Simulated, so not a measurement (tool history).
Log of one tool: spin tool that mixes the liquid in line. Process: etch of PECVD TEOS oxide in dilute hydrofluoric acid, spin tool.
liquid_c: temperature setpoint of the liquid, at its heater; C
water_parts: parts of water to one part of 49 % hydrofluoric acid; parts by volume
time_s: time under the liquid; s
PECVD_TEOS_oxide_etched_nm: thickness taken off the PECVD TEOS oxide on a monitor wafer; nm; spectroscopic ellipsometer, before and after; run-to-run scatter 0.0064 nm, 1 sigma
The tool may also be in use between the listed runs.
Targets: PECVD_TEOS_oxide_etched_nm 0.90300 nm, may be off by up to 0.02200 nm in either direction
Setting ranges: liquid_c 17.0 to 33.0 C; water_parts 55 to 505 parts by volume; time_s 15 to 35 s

{"run": 1, "hour": 0.0, "liquid_c": 25.0, "water_parts": 280, "time_s": 35, "PECVD_TEOS_oxide_etched_nm": 1.2551}
{"run": 2, "hour": 2.4, "liquid_c": 25.0, "water_parts": 210, "time_s": 35, "PECVD_TEOS_oxide_etched_nm": 1.7809}
{"run": 3, "hour": 11.1, "liquid_c": 25.0, "water_parts": 175, "time_s": 35, "PECVD_TEOS_oxide_etched_nm": 2.2039}
{"run": 4, "hour": 13.8, "liquid_c": 25.0, "water_parts": 175, "time_s": 35, "PECVD_TEOS_oxide_etched_nm": 2.2454}
{"run": 5, "hour": 17.8, "liquid_c": 23.0, "water_parts": 205, "time_s": 35, "PECVD_TEOS_oxide_etched_nm": 1.6998}
{"run": 6, "hour": 25.9, "liquid_c": 21.5, "water_parts": 205, "time_s": 35, "PECVD_TEOS_oxide_etched_nm": 1.6116}
{"run": 7, "hour": 28.5, "liquid_c": 20.5, "water_parts": 225, "time_s": 35, "PECVD_TEOS_oxide_etched_nm": 1.3913}
{"run": 8, "hour": 33.2, "liquid_c": 20.5, "water_parts": 225, "time_s": 35, "PECVD_TEOS_oxide_etched_nm": 1.3813}
{"run": 9, "hour": 36.7, "liquid_c": 19.5, "water_parts": 240, "time_s": 35, "PECVD_TEOS_oxide_etched_nm": 1.2232}
{"run": 10, "hour": 41.9, "liquid_c": 19.0, "water_parts": 250, "time_s": 35, "PECVD_TEOS_oxide_etched_nm": 1.144}
{"run": 11, "hour": 43.6, "liquid_c": 18.5, "water_parts": 260, "time_s": 35, "PECVD_TEOS_oxide_etched_nm": 1.078}
{"run": 12, "hour": 52.1, "liquid_c": 18.0, "water_parts": 265, "time_s": 35, "PECVD_TEOS_oxide_etched_nm": 1.0336}
{"run": 13, "hour": 58.5, "liquid_c": 17.5, "water_parts": 270, "time_s": 35, "PECVD_TEOS_oxide_etched_nm": 0.99719}
{"run": 14, "hour": 60.4, "liquid_c": 17.5, "water_parts": 275, "time_s": 35, "PECVD_TEOS_oxide_etched_nm": 0.97575}
{"run": 15, "hour": 61.7, "liquid_c": 17.5, "water_parts": 280, "time_s": 35, "PECVD_TEOS_oxide_etched_nm": 0.95025}

Exactly one of the 4 candidate moves below puts every result within its allowed miss. Which one?
{"run": "A", "hour": 63.0, "liquid_c": 18.5, "water_parts": 315, "time_s": 35, "PECVD_TEOS_oxide_etched_nm": "?"}
{"run": "B", "hour": 63.0, "liquid_c": 19.0, "water_parts": 305, "time_s": 35, "PECVD_TEOS_oxide_etched_nm": "?"}
{"run": "C", "hour": 63.0, "liquid_c": 18.0, "water_parts": 285, "time_s": 35, "PECVD_TEOS_oxide_etched_nm": "?"}
{"run": "D", "hour": 63.0, "liquid_c": 17.5, "water_parts": 305, "time_s": 35, "PECVD_TEOS_oxide_etched_nm": "?"}

move=A PECVD_TEOS_oxide_etched_nm=0.83918
move=B PECVD_TEOS_oxide_etched_nm=0.89046
move=C PECVD_TEOS_oxide_etched_nm=0.93414
move=D PECVD_TEOS_oxide_etched_nm=0.84212
A: pushes the last run's worst result past its target
B: all results land within tolerance of their targets
C: closes in on the targets versus the last run, not all within tolerance yet
D: pushes the last run's worst result past its target
Move B is the one to make.
